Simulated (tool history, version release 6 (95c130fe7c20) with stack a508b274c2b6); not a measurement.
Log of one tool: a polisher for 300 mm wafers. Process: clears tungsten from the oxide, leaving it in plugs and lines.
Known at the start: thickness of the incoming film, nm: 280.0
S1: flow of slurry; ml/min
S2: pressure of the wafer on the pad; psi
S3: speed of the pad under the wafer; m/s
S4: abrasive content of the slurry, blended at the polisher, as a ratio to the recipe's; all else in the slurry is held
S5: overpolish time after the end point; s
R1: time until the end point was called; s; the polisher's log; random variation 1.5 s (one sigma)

| run | hour | S1 | S2 | S3 | S4 | S5 | R1 |
|---|---|---|---|---|---|---|---|
| 1 | 0 | 265 | 2.4 | 1.36 | 1 | 3 | 66.266 |
| 2 | 5.4 | 265 | 2.4 | 1.36 | 1.2 | 3 | 64.413 |
| 3 | 13.9 | 265 | 2.4 | 1.58 | 1.2 | 3 | 55.601 |
| 4 | 16.7 | 220 | 2.4 | 1.58 | 1.2 | 3 | 55.886 |
| 5 | 25.7 | 220 | 2.3 | 1.56 | 1.2 | 3 | 60.812 |
| 6 | 34.3 | 220 | 2.3 | 1.56 | 1.05 | 3 | 59.949 |
| 7 | 42.6 | 220 | 2.2 | 1.54 | 1.05 | 3 | 65.437 |
| 8 | 44 | 220 | 2.1 | 1.54 | 1.05 | 3 | 67.143 |
| 9 | 52.6 | 220 | 2 | 1.54 | 1.05 | 3 | 69.78 |
| 10 | 56.4 | 220 | 1.9 | 1.52 | 1.05 | 3 | 72.206 |

The next listed run, before its measurement:
| 11 | 60.6 | 220 | 1.8 | 1.5 | 1.05 | 3 | ? |

Run 11 gave R1 79.383 s.
